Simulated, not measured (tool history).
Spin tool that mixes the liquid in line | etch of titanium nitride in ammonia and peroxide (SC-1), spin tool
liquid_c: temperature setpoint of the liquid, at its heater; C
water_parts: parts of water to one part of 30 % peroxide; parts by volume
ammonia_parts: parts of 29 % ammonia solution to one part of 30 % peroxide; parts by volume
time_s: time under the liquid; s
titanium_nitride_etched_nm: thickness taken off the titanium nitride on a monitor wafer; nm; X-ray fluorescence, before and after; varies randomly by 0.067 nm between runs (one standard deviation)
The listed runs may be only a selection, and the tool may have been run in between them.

{"run": 1, "hour": 0.0, "liquid_c": 59.0, "water_parts": 7.5, "ammonia_parts": 0.45, "time_s": 65, "titanium_nitride_etched_nm": 11.063}
{"run": 2, "hour": 1.8, "liquid_c": 57.5, "water_parts": 7.5, "ammonia_parts": 0.45, "time_s": 65, "titanium_nitride_etched_nm": 9.7581}
{"run": 3, "hour": 4.2, "liquid_c": 56.5, "water_parts": 7.5, "ammonia_parts": 0.45, "time_s": 65, "titanium_nitride_etched_nm": 9.0832}
{"run": 4, "hour": 11.3, "liquid_c": 56.0, "water_parts": 7.5, "ammonia_parts": 0.45, "time_s": 65, "titanium_nitride_etched_nm": 8.873}
{"run": 5, "hour": 18.4, "liquid_c": 52.0, "water_parts": 7.5, "ammonia_parts": 0.45, "time_s": 65, "titanium_nitride_etched_nm": 6.7861}
{"run": 6, "hour": 26.3, "liquid_c": 46.0, "water_parts": 7.5, "ammonia_parts": 0.45, "time_s": 65, "titanium_nitride_etched_nm": 4.402}
{"run": 7, "hour": 34.0, "liquid_c": 49.0, "water_parts": 7.5, "ammonia_parts": 0.45, "time_s": 65, "titanium_nitride_etched_nm": 5.5164}
{"run": 8, "hour": 39.6, "liquid_c": 51.0, "water_parts": 7.5, "ammonia_parts": 0.45, "time_s": 65, "titanium_nitride_etched_nm": 6.2987}
{"run": 9, "hour": 42.0, "liquid_c": 52.5, "water_parts": 7.5, "ammonia_parts": 0.45, "time_s": 65, "titanium_nitride_etched_nm": 7.1499}
{"run": 10, "hour": 45.3, "liquid_c": 53.0, "water_parts": 7.5, "ammonia_parts": 0.45, "time_s": 65, "titanium_nitride_etched_nm": 7.2947}

For run 11, what comes out?
{"run": 11, "hour": 46.8, "liquid_c": 53.5, "water_parts": 7.5, "ammonia_parts": 0.45, "time_s": 65, "titanium_nitride_etched_nm": "?"}

Run 11 measured titanium_nitride_etched_nm 7.4618 nm.

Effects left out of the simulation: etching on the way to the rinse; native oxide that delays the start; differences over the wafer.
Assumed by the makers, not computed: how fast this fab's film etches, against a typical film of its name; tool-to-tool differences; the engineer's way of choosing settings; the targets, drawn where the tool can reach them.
